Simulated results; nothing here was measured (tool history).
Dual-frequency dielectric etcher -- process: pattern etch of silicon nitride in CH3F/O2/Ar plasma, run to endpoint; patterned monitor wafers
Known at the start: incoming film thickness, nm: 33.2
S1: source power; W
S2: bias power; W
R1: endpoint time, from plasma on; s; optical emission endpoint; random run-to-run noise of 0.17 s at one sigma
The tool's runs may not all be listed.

{"run": 1, "hour": 0.0, "S1": 420, "S2": 57, "R1": 45.975}
{"run": 2, "hour": 5.8, "S1": 400, "S2": 57, "R1": 46.452}
{"run": 3, "hour": 14.3, "S1": 400, "S2": 67, "R1": 44.128}
{"run": 4, "hour": 17.4, "S1": 400, "S2": 71, "R1": 43.025}
{"run": 5, "hour": 23.1, "S1": 400, "S2": 79, "R1": 41.59}
{"run": 6, "hour": 28.0, "S1": 370, "S2": 76, "R1": 42.751}
{"run": 7, "hour": 30.4, "S1": 350, "S2": 72, "R1": 44.266}
{"run": 8, "hour": 37.7, "S1": 330, "S2": 69, "R1": 45.768}

Run 9, settings as shown, results not yet in. Your forecast:
{"run": 9, "hour": 46.3, "S1": 330, "S2": 69, "R1": "?"}

{"run 9": {"R1": 45.3}}

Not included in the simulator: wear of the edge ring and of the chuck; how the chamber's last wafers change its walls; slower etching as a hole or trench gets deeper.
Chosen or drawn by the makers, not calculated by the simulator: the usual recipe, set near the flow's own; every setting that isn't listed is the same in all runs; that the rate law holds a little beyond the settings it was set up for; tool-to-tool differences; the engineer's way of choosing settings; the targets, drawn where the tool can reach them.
